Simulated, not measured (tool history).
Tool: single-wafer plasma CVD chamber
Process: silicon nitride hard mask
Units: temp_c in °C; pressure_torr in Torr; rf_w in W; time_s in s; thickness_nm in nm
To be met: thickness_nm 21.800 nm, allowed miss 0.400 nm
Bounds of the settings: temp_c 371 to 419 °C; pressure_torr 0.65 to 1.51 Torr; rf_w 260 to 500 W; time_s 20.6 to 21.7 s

run 1 day=0.000 | temp_c=395 pressure_torr=1.08 rf_w=380 time_s=21.7 | thickness_nm=23.633
run 2 day=0.283 | temp_c=395 pressure_torr=1.03 rf_w=380 time_s=21.7 | thickness_nm=23.100
run 3 day=0.654 | temp_c=401 pressure_torr=1.03 rf_w=380 time_s=21.7 | thickness_nm=23.077
run 4 day=0.983 | temp_c=401 pressure_torr=1.00 rf_w=380 time_s=21.7 | thickness_nm=22.767
run 5 day=1.221 | temp_c=401 pressure_torr=1.00 rf_w=380 time_s=21.7 | thickness_nm=22.821
run 6 day=1.371 | temp_c=394 pressure_torr=1.00 rf_w=380 time_s=21.7 | thickness_nm=22.913
run 7 day=1.404 | temp_c=394 pressure_torr=0.97 rf_w=380 time_s=21.7 | thickness_nm=22.540
run 8 day=1.700 | temp_c=394 pressure_torr=0.95 rf_w=380 time_s=21.7 | thickness_nm=22.507
run 9 day=1.992 | temp_c=394 pressure_torr=0.93 rf_w=380 time_s=21.7 | thickness_nm=22.280

5 next moves are on the table. One of them brings every result within its allowed miss. Which?
run A day=2.283 | temp_c=394 pressure_torr=0.93 rf_w=390 time_s=21.1 | thickness_nm=?
run B day=2.283 | temp_c=390 pressure_torr=0.95 rf_w=405 time_s=21.7 | thickness_nm=?
run C day=2.283 | temp_c=391 pressure_torr=1.10 rf_w=335 time_s=21.7 | thickness_nm=?
run D day=2.283 | temp_c=393 pressure_torr=0.98 rf_w=375 time_s=21.7 | thickness_nm=?
run E day=2.283 | temp_c=394 pressure_torr=1.02 rf_w=360 time_s=21.7 | thickness_nm=?

move=A thickness_nm=21.801
move=B thickness_nm=23.045
move=C thickness_nm=22.588
move=D thickness_nm=22.577
move=E thickness_nm=22.545
A: meets every target
B: further off than the last run
C: further off than the last run
D: further off than the last run
E: further off than the last run
Move A is the one to make.
